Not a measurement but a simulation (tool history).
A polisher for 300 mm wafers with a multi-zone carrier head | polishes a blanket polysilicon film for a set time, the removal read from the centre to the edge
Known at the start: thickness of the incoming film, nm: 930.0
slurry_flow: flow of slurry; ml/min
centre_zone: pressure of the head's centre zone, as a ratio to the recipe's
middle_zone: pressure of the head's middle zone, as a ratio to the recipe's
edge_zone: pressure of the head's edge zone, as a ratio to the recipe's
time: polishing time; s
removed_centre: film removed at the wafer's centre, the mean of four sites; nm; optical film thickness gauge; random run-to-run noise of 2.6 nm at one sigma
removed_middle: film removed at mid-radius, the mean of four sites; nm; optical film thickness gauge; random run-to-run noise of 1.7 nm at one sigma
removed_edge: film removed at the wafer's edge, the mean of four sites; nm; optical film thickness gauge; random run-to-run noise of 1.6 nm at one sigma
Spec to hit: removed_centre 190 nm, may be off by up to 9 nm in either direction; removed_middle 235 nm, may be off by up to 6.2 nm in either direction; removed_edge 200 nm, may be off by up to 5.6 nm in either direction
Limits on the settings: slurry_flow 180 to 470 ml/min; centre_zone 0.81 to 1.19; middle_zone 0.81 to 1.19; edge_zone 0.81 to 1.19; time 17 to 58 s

run 1 hour=0 | slurry_flow=300 centre_zone=1 middle_zone=1 edge_zone=1 time=37 | removed_centre=297.2 removed_middle=340.21 removed_edge=330.93
run 2 hour=4 | slurry_flow=300 centre_zone=1 middle_zone=1 edge_zone=1.04 time=37 | removed_centre=303.41 removed_middle=342.96 removed_edge=334.62
run 3 hour=9.1 | slurry_flow=300 centre_zone=1.03 middle_zone=1 edge_zone=1.04 time=37 | removed_centre=306.48 removed_middle=339.93 removed_edge=338.19
run 4 hour=17.8 | slurry_flow=300 centre_zone=1.1 middle_zone=1 edge_zone=1.04 time=37 | removed_centre=330.58 removed_middle=341.17 removed_edge=333.93
run 5 hour=20.1 | slurry_flow=300 centre_zone=1.07 middle_zone=1.03 edge_zone=0.99 time=32 | removed_centre=271.01 removed_middle=300.94 removed_edge=286.97
run 6 hour=26.1 | slurry_flow=300 centre_zone=1.07 middle_zone=1.03 edge_zone=0.99 time=41 | removed_centre=360.72 removed_middle=384.7 removed_edge=361.71
run 7 hour=32.6 | slurry_flow=295 centre_zone=1.07 middle_zone=1.06 edge_zone=0.94 time=35 | removed_centre=300.23 removed_middle=331.8 removed_edge=299.94
run 8 hour=41 | slurry_flow=290 centre_zone=1.05 middle_zone=1.07 edge_zone=0.91 time=31 | removed_centre=268.86 removed_middle=297.69 removed_edge=267.13
run 9 hour=50 | slurry_flow=290 centre_zone=1.02 middle_zone=1.09 edge_zone=0.89 time=28 | removed_centre=232.24 removed_middle=274.78 removed_edge=236.95
run 10 hour=57.9 | slurry_flow=285 centre_zone=1 middle_zone=1.08 edge_zone=0.87 time=27 | removed_centre=213.13 removed_middle=264.74 removed_edge=227.64
run 11 hour=66.9 | slurry_flow=280 centre_zone=1 middle_zone=1.08 edge_zone=0.85 time=26 | removed_centre=212.41 removed_middle=254.67 removed_edge=213.63
run 12 hour=75.7 | slurry_flow=240 centre_zone=0.9 middle_zone=1.03 edge_zone=0.81 time=25 | removed_centre=173.41 removed_middle=231.31 removed_edge=199.15

Pick the move, out of 4, that brings all results within their allowed miss; only one does.
run A hour=84.5 | slurry_flow=240 centre_zone=0.81 middle_zone=1.13 edge_zone=0.83 time=24 | removed_centre=? removed_middle=? removed_edge=?
run B hour=84.5 | slurry_flow=235 centre_zone=0.95 middle_zone=1.05 edge_zone=0.81 time=25 | removed_centre=? removed_middle=? removed_edge=?
run C hour=84.5 | slurry_flow=220 centre_zone=0.84 middle_zone=1.03 edge_zone=0.82 time=26 | removed_centre=? removed_middle=? removed_edge=?
run D hour=84.5 | slurry_flow=195 centre_zone=0.88 middle_zone=1.08 edge_zone=0.81 time=25 | removed_centre=? removed_middle=? removed_edge=?

move=A removed_centre=152.31 removed_middle=234.92 removed_edge=192.88
move=B removed_centre=186.1 removed_middle=230.78 removed_edge=198.6
move=C removed_centre=169.2 removed_middle=234.84 removed_edge=206.48
move=D removed_centre=167.7 removed_middle=230.3 removed_edge=195.08
A: the biggest miss grows against the last run
B: in spec on every target
C: the biggest miss grows against the last run
D: the biggest miss grows against the last run
B meets every target.
